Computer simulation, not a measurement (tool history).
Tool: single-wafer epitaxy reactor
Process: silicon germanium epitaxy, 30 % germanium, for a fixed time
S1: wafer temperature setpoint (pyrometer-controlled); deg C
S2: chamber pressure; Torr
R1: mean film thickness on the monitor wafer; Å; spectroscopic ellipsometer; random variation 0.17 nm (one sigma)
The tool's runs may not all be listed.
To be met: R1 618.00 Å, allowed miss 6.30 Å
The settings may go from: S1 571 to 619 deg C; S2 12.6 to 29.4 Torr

| run | hour | S1 | S2 | R1 |
|---|---|---|---|---|
| 1 | 0.0 | 595 | 21.0 | 565.53 |
| 2 | 4.2 | 596 | 21.0 | 577.45 |
| 3 | 10.0 | 597 | 21.0 | 591.74 |
| 4 | 17.2 | 603 | 21.0 | 668.94 |
| 5 | 20.9 | 602 | 21.0 | 654.09 |
| 6 | 25.8 | 607 | 21.0 | 725.39 |
| 7 | 30.9 | 605 | 21.0 | 696.83 |
| 8 | 35.9 | 603 | 21.0 | 669.13 |
| 9 | 38.2 | 602 | 21.0 | 655.11 |
| 10 | 44.7 | 601 | 21.0 | 644.29 |
| 11 | 47.7 | 600 | 21.0 | 629.44 |

Which of these 4 next moves meets every target?
| A | 50.7 | 599 | 21.4 | ? |
| B | 50.7 | 600 | 23.4 | ? |
| C | 50.7 | 600 | 21.3 | ? |
| D | 50.7 | 602 | 20.1 | ? |

| move | R1 |
|---|---|
| A | 618.50 |
| B | 650.70 |
| C | 630.53 |
| D | 644.76 |
A: meets every target
B: further off than the last run
C: further off than the last run
D: further off than the last run
Answer: A
